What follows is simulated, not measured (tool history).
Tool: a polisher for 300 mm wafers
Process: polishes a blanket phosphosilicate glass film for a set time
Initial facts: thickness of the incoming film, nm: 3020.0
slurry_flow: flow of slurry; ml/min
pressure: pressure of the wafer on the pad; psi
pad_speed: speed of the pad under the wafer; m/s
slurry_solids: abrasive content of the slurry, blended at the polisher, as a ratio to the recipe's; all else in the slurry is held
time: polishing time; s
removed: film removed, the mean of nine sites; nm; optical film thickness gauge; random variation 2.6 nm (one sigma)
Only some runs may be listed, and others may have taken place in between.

run	day	slurry_flow	pressure	pad_speed	slurry_solids	time	removed
1	0.000	275	2.8	0.76	1.0	84	441.30
2	0.046	275	2.5	0.74	1.0	84	388.61
3	0.288	275	2.5	0.90	1.0	84	451.90
4	0.375	275	3.2	0.90	1.0	84	580.23
5	0.500	275	3.8	0.90	1.0	84	687.15
6	0.800	275	3.3	0.82	1.0	84	553.94

Run 7 is up next; what results do you expect?
7	0.842	275	2.9	0.76	1.0	84	?

{"run 7": {"removed": 461.15}}
